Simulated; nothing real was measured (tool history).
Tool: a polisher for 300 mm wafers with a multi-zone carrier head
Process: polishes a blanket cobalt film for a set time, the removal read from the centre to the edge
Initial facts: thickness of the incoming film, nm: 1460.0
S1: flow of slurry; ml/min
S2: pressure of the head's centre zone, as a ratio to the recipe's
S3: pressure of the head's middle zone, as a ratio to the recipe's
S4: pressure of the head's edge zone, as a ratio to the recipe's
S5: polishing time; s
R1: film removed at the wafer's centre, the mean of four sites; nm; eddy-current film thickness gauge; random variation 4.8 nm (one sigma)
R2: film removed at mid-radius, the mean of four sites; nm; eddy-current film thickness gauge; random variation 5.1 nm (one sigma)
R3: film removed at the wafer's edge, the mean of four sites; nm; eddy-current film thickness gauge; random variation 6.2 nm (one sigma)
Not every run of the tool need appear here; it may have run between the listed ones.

run,hour,S1,S2,S3,S4,S5,R1,R2,R3
1,0.0,270,1.00,1.00,1.00,87,389.14,401.07,391.95
2,2.1,280,1.01,1.05,1.03,94,433.09,451.68,437.01
3,7.3,290,1.01,1.09,1.03,99,444.57,485.54,455.79
4,9.6,290,1.01,1.16,1.03,99,451.07,515.29,448.99
5,14.8,295,1.01,1.17,1.04,103,468.02,545.22,478.10
6,17.8,295,1.01,1.17,1.04,83,379.75,437.70,385.13
7,26.6,305,1.02,1.18,1.05,92,420.75,499.98,426.32
8,28.1,305,1.02,1.18,1.05,92,429.93,491.86,432.18
9,35.6,315,1.02,1.18,1.05,98,455.07,516.21,460.29

For run 10, what comes out?
10,36.6,295,1.03,1.18,1.06,103,?,?,?

{"run 10": {"R1": 486.27, "R2": 556.9, "R3": 475.01}}
